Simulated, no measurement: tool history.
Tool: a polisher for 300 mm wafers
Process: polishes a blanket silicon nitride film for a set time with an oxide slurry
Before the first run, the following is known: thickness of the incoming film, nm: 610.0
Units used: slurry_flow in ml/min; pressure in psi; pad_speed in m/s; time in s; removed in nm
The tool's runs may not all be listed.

Run 1, day 0: slurry_flow 280 ml/min, pressure 4.3 psi, pad_speed 0.84 m/s, slurry_solids 1, time 32 s. Result: removed 17.746 nm.
Run 2, day 0.183: slurry_flow 280 ml/min, pressure 4.3 psi, pad_speed 0.74 m/s, slurry_solids 1, time 32 s. Result: removed 16.22 nm.
Run 3, day 0.312: slurry_flow 280 ml/min, pressure 4.3 psi, pad_speed 0.74 m/s, slurry_solids 1.05, time 32 s. Result: removed 16.685 nm.
Run 4, day 0.492: slurry_flow 280 ml/min, pressure 4.3 psi, pad_speed 0.92 m/s, slurry_solids 1.05, time 32 s. Result: removed 19.82 nm.
Run 5, day 0.721: slurry_flow 320 ml/min, pressure 4.3 psi, pad_speed 0.92 m/s, slurry_solids 1.05, time 32 s. Result: removed 19.889 nm.
Run 6, day 0.892: slurry_flow 320 ml/min, pressure 4.3 psi, pad_speed 0.92 m/s, slurry_solids 0.95, time 32 s. Result: removed 19.532 nm.
Run 7, day 1.196: slurry_flow 325 ml/min, pressure 4.7 psi, pad_speed 0.92 m/s, slurry_solids 0.95, time 32 s. Result: removed 20.816 nm.
Run 8, day 1.292: slurry_flow 325 ml/min, pressure 5 psi, pad_speed 0.92 m/s, slurry_solids 0.95, time 32 s. Result: removed 22.393 nm.

Forecast run 9:
Run 9, day 1.538: slurry_flow 325 ml/min, pressure 5.2 psi, pad_speed 0.92 m/s, slurry_solids 0.95, time 32 s. Result: removed ?.

For run 9 the tool returned removed 22.757 nm.

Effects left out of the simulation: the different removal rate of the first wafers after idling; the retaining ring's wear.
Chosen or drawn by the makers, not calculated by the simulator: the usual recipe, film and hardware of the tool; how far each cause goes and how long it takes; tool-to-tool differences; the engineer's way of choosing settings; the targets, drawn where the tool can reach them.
